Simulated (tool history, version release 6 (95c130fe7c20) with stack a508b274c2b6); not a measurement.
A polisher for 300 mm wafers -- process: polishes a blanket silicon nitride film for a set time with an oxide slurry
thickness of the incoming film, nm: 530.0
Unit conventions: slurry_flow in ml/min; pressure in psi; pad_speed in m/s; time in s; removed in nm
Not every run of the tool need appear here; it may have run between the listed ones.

Run 1, hour 0: slurry_flow 320 ml/min, pressure 3.4 psi, pad_speed 1.02 m/s, slurry_solids 1, time 52 s. Result: removed 27.036 nm.
Run 2, hour 0.7: slurry_flow 320 ml/min, pressure 3.4 psi, pad_speed 1.12 m/s, slurry_solids 1, time 52 s. Result: removed 28.435 nm.
Run 3, hour 2.6: slurry_flow 320 ml/min, pressure 3.4 psi, pad_speed 1.12 m/s, slurry_solids 0.8, time 52 s. Result: removed 25.584 nm.
Run 4, hour 3.1: slurry_flow 320 ml/min, pressure 3.4 psi, pad_speed 1.12 m/s, slurry_solids 0.8, time 55 s. Result: removed 27.514 nm.
Run 5, hour 10.5: slurry_flow 320 ml/min, pressure 3.1 psi, pad_speed 1.12 m/s, slurry_solids 0.8, time 55 s. Result: removed 25.726 nm.
Run 6, hour 13.5: slurry_flow 320 ml/min, pressure 3.1 psi, pad_speed 0.86 m/s, slurry_solids 0.8, time 55 s. Result: removed 21.331 nm.
Run 7, hour 14.2: slurry_flow 320 ml/min, pressure 3 psi, pad_speed 0.86 m/s, slurry_solids 0.8, time 55 s. Result: removed 20.201 nm.
Run 8, hour 23: slurry_flow 320 ml/min, pressure 2.9 psi, pad_speed 0.86 m/s, slurry_solids 0.8, time 55 s. Result: removed 19.836 nm.

Run 9, settings as shown, results not yet in. Your forecast:
Run 9, hour 27.7: slurry_flow 320 ml/min, pressure 2.8 psi, pad_speed 0.86 m/s, slurry_solids 0.8, time 55 s. Result: removed ?.

{"run 9": {"removed": 19.289}}

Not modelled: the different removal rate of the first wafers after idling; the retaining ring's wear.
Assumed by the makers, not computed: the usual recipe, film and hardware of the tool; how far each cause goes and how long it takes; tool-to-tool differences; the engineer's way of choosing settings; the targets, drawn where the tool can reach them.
